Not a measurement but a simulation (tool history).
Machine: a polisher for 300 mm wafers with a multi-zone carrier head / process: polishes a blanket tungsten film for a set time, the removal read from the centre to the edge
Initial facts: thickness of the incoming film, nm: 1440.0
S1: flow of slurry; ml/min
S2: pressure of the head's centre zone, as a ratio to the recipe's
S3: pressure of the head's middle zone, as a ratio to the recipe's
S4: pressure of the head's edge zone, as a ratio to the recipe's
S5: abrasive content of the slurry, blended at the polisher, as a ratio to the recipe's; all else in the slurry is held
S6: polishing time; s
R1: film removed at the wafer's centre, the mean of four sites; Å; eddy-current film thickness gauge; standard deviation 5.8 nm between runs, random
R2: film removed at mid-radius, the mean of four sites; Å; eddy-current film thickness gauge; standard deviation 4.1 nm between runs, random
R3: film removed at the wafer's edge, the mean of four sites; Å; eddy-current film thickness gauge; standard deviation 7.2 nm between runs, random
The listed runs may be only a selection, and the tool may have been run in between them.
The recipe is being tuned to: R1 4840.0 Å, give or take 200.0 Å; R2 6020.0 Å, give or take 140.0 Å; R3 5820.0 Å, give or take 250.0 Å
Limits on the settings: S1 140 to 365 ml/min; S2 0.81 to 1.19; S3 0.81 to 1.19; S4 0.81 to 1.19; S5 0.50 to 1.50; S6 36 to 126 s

run,day,S1,S2,S3,S4,S5,S6,R1,R2,R3
1,0.000,235,1.00,1.00,1.00,1.00,81,4034.3,4008.2,3902.3
2,0.329,235,1.00,1.00,1.00,0.85,81,3774.8,3875.9,3821.2
3,0.542,235,0.96,1.02,1.04,0.95,85,3992.5,4273.9,4216.0
4,0.633,235,0.91,1.02,1.04,0.95,85,3763.0,4231.6,4193.5
5,0.717,235,0.91,1.02,1.04,1.10,85,3862.6,4337.5,4421.0
6,0.862,235,0.91,1.02,1.12,1.10,85,3899.6,4444.4,4465.5
7,1.058,240,0.91,1.04,1.13,1.20,87,4065.9,4683.0,4801.0
8,1.138,250,0.92,1.07,1.14,1.25,88,4246.8,4964.1,4843.7
9,1.479,250,0.91,1.08,1.14,1.30,90,4423.2,5166.8,4925.1
10,1.846,265,0.81,1.06,1.19,1.50,103,4622.3,5986.6,6302.6
11,1.950,265,0.82,1.06,1.17,1.45,103,4604.4,5982.6,6152.8
12,2.225,270,0.83,1.06,1.16,1.45,103,4700.0,5962.8,6005.9

Pick the move, out of 5, that brings all results within their allowed miss; only one does.
A,2.500,270,0.81,1.01,1.17,1.50,105,?,?,?
B,2.500,265,0.81,1.00,1.19,1.40,106,?,?,?
C,2.500,270,0.89,1.01,1.15,1.50,105,?,?,?
D,2.500,285,0.90,1.01,1.18,1.50,102,?,?,?
E,2.500,305,0.86,1.09,1.15,1.45,100,?,?,?

move,R1,R2,R3
A,4792.9,5945.9,6284.2
B,4743.9,5837.4,6280.9
C,5270.8,5943.6,6228.2
D,5209.1,5804.2,6156.7
E,4873.1,6059.2,5926.7
A: misses by more than the last run did
B: misses by more than the last run did
C: misses by more than the last run did
D: misses by more than the last run did
E: every result lands within tolerance
E is the move that brings every result within its allowed miss.
